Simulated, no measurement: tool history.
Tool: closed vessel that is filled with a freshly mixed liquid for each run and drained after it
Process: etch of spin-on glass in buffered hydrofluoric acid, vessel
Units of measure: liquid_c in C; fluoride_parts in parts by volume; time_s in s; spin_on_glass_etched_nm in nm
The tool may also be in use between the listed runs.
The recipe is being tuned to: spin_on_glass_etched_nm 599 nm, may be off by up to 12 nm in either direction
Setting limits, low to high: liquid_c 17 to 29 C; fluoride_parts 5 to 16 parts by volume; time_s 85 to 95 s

run	hour	liquid_c	fluoride_parts	time_s	spin_on_glass_etched_nm
1	0	21	9.5	85	322.95
2	4.1	22	9	85	356.05
3	5.6	22	9	85	359.07
4	7.8	20.5	9	85	327.86
5	14.3	20.5	9	95	368.82
6	16.2	21.5	9	95	386.69
7	24.2	22.5	9	95	408.6
8	28.5	23.5	9	95	432.38
9	31.9	24.5	9	95	457.66
10	35.6	25	9	95	470.51
11	44.2	25.5	9	95	485.65
12	46.9	26	9	95	496.02
13	52.5	26	9	95	495.78

Exercise: of the 5 proposed moves below, exactly one satisfies all targets within the stated allowed misses. Which move is it?
A	58.1	26	7	95	?
B	58.1	23.5	6.5	95	?
C	58.1	28	7.5	90	?
D	58.1	27	7	95	?
E	58.1	28.5	7.5	90	?

move	spin_on_glass_etched_nm
A	633.55
B	597.85
C	619.89
D	668.41
E	636.53
A: takes the result that was furthest off past its target
B: every result within its allowed miss
C: takes the result that was furthest off past its target
D: takes the result that was furthest off past its target
E: takes the result that was furthest off past its target
Answer: B
